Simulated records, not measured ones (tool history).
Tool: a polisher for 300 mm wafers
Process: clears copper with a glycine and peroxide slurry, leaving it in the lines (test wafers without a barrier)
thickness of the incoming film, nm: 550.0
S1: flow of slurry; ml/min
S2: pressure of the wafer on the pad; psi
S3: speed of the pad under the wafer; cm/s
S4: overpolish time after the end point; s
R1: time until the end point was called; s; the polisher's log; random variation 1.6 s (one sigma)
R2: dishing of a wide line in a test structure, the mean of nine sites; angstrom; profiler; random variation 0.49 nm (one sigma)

run,hour,S1,S2,S3,S4,R1,R2
1,0.0,265,3.2,92,21,100.140,703.65
2,3.3,265,3.0,90,21,110.130,668.49
3,11.7,265,3.5,90,21,95.296,746.37
4,19.7,265,3.5,90,29,95.758,928.92
5,21.2,265,3.5,90,35,95.847,1035.80
6,22.8,265,3.3,88,33,102.740,935.21
7,26.0,265,3.1,86,32,109.100,903.61

The next listed run, before its measurement:
# hour 33.0: worn pad replaced by a new one
8,33.0,265,2.9,84,30,?,?

Run 8 gave R1 111.150 s, R2 832.65 angstrom.
